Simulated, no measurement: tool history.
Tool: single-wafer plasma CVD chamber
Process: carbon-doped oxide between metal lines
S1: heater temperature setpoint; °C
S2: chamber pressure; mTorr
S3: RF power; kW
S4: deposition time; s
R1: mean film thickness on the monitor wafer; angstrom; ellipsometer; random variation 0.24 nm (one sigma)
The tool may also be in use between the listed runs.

run	hour	S1	S2	S3	S4	R1
1	0.0	350	4490	0.630	8.5	475.11
2	7.1	350	4000	0.630	8.5	467.33
3	11.2	350	3360	0.630	8.5	460.26
4	18.1	341	3360	0.630	8.5	471.98
5	21.6	341	3360	0.630	8.1	448.72
6	29.7	341	3360	0.630	8.5	470.65
7	36.9	344	3180	0.610	8.5	456.02
8	44.2	346	3050	0.590	8.5	444.69
9	51.8	348	2950	0.575	8.5	436.73
10	58.3	349	2880	0.565	8.5	428.46

Run 11 comes next. What will it give?
11	60.5	350	2830	0.560	8.5	?

R1: 424.56 angstrom

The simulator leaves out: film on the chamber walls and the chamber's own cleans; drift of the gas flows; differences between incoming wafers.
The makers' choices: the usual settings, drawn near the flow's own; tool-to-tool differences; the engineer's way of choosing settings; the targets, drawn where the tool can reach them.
